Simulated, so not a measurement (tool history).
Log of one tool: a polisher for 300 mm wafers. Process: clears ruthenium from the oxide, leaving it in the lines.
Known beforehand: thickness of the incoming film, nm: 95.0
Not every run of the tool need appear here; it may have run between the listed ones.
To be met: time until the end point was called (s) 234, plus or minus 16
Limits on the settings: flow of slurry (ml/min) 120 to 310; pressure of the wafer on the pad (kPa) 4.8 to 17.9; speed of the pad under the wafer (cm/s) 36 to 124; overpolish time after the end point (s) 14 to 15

run,hour,flow of slurry (ml/min),pressure of the wafer on the pad (kPa),speed of the pad under the wafer (cm/s),overpolish time after the end point (s),time until the end point was called (s)
1,0,200,11,80,14,124.9
2,5.3,180,11,80,14,128.44
3,10.2,180,10.3,78,14,137.52
4,16.3,180,9.7,76,14,143.46
5,24.4,180,9,72,14,164.69
6,27,205,9,72,14,160.15
7,33,205,9,72,14,160.99
8,41.4,205,8.3,70,14,174.02
9,44.5,205,7.6,70,14,188.07

Pick the move, out of 4, that brings all results within their allowed miss; only one does.
A,47.6,170,6.2,60,15,?
B,47.6,230,6.9,60,15,?
C,47.6,195,6.2,54,14,?
D,47.6,210,4.8,64,14,?

move,time until the end point was called (s)
A,261.03
B,234.29
C,284.45
D,285.02
A: carries the result that was furthest off beyond its target, to the other side
B: all results in spec
C: carries the result that was furthest off beyond its target, to the other side
D: carries the result that was furthest off beyond its target, to the other side
Correct choice: B, which meets every target

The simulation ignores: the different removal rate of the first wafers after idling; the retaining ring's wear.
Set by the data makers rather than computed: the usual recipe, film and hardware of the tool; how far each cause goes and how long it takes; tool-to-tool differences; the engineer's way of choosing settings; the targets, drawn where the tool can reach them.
